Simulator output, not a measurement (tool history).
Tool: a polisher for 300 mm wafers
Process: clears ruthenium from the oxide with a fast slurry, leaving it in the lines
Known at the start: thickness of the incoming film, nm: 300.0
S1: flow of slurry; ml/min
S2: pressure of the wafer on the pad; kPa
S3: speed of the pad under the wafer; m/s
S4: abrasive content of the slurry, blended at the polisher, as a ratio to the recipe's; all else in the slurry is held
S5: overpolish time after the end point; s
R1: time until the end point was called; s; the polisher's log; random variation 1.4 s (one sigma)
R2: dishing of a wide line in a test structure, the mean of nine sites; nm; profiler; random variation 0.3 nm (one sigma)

| run | hour | S1 | S2 | S3 | S4 | S5 | R1 | R2 |
|---|---|---|---|---|---|---|---|---|
| 1 | 0.0 | 265 | 19.3 | 1.30 | 1.00 | 26 | 67.225 | 56.498 |
| 2 | 5.4 | 265 | 23.4 | 1.30 | 1.00 | 26 | 56.497 | 62.939 |
| 3 | 11.0 | 265 | 20.7 | 1.20 | 1.00 | 23 | 69.113 | 54.720 |
| 4 | 17.8 | 245 | 18.6 | 1.20 | 0.90 | 20 | 79.522 | 44.497 |
| 5 | 23.1 | 245 | 14.5 | 1.20 | 0.90 | 20 | 98.257 | 37.568 |
| 6 | 25.1 | 245 | 14.5 | 1.46 | 0.90 | 20 | 81.541 | 43.522 |
| 7 | 26.0 | 230 | 13.8 | 1.38 | 0.85 | 18 | 90.486 | 39.667 |

Run 8 comes next. What will it give?
| 8 | 29.6 | 160 | 11.7 | 1.02 | 0.60 | 8 | ? | ? |

Run 8 gave R1 166.130 s, R2 12.210 nm.
